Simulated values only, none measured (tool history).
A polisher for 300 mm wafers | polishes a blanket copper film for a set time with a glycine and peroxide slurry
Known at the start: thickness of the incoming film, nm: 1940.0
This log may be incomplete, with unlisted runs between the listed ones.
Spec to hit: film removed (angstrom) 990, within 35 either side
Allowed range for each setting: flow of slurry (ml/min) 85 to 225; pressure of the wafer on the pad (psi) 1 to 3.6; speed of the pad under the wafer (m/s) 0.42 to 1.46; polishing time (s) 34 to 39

run	hour	flow of slurry (ml/min)	pressure of the wafer on the pad (psi)	speed of the pad under the wafer (m/s)	polishing time (s)	film removed (angstrom)
1	0	145	2.3	0.94	39	1642.2
2	6	145	2.3	1.06	39	1785.7
3	13.8	140	2	1.02	39	1560.6
4	18.7	140	2	0.92	39	1452.9
5	27.5	140	2.4	0.92	39	1666.6
6	34.2	140	2.1	0.9	39	1452.2
7	41.6	135	1.9	0.9	39	1387.2
8	42.9	135	1.7	0.88	39	1271.6
9	51.7	120	1.1	0.86	39	929.69
10	52.7	125	1.1	0.86	39	948.7

Exactly one of the 5 candidate moves below puts every result within its allowed miss. Which one?
A	53.7	115	1.5	0.86	38	?
B	53.7	130	1.2	0.9	38	?
C	53.7	120	1.2	0.84	36	?
D	53.7	90	2.1	0.68	38	?
E	53.7	125	1	0.9	38	?

move	film removed (angstrom)
A	1068.9
B	996.26
C	885.53
D	1040.8
E	895.11
A: moves the result that the last run missed by most past its target, out the other side
B: every result lands within tolerance
C: the biggest miss grows against the last run
D: moves the result that the last run missed by most past its target, out the other side
E: the biggest miss grows against the last run
B is the move that brings every result within its allowed miss.
